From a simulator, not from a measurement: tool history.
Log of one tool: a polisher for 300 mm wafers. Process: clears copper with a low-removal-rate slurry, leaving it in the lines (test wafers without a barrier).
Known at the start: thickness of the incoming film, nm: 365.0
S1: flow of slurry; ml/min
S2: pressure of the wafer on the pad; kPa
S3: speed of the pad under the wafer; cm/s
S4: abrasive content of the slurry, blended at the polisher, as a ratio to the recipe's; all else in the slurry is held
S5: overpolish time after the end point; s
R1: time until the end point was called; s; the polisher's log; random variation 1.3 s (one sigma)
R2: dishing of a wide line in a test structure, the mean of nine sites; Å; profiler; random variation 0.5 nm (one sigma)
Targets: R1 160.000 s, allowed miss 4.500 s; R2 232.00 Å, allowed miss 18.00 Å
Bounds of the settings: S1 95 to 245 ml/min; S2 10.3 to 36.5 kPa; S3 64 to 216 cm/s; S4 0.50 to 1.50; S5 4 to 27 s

run    day   S1    S2   S3    S4  S5       R1      R2
  1  0.000  155  23.4  140  1.00  14   67.022  431.70
  2  0.162  155  23.4  140  1.00  11   68.296  377.75
  3  0.417  155  23.4  140  0.90  11   70.373  362.52
  4  0.758  150  22.1  136  0.90  11   76.187  350.33
  5  0.938  150  20.7  132  0.90  11   83.341  335.73
  6  1.079  150  19.3  128  0.90  11   91.538  307.96
  7  1.446  150  17.9  126  0.90  11  101.280  279.79
  8  1.762  150  17.2  124  0.90  12  105.720  289.07
  9  1.862  150  16.5  122  0.90  12  112.330  283.12
 10  2.208  150  16.5  122  0.90  12  112.350  277.21
 11  2.396  125  10.3  112  0.90  14  197.170  190.15
 12  2.475  125  10.3  112  0.90  14  199.890  193.19
 13  2.821  130  10.3  112  0.90  14  195.760  185.61
 14  2.883  140  10.3  112  0.90  14  189.870  191.86
 15  3.242  150  10.3  112  0.90  14  192.140  193.42
 16  3.379  150  15.2  112  0.90  15  133.330  286.07
 17  3.558  145  15.2  112  0.90  15  134.000  294.36
 18  3.879  140  15.2  112  0.90  15  134.100  287.97
 19  3.967  135  15.2  112  0.90  15  137.340  287.77
 20  4.012  130  15.2  112  0.90  15  135.420  272.06
 21  4.175  120  13.8  112  0.90  15  152.470  255.54
 22  4.212  115  13.8  112  0.90  14  153.170  236.01

Which of these 5 next moves meets every target?
  A  4.250  115  11.7  120  0.90  19   ?   ?
  B  4.250  100  13.1  116  0.75  15   ?   ?
  C  4.250  140  11.7  126  0.75  19   ?   ?
  D  4.250  120  17.9   88  1.15  12   ?   ?
  E  4.250  100  11.0  136  0.95  15   ?   ?

move       R1      R2
   A  166.460  271.98
   B  168.540  225.84
   C  158.810  281.68
   D  139.240  223.83
   E  160.210  232.44
A: takes the result that was furthest off past its target
B: takes the result that was furthest off past its target
C: brings the result that was furthest off to its target, and leaves another outside
D: further off than the last run
E: meets every target
The right move is E.
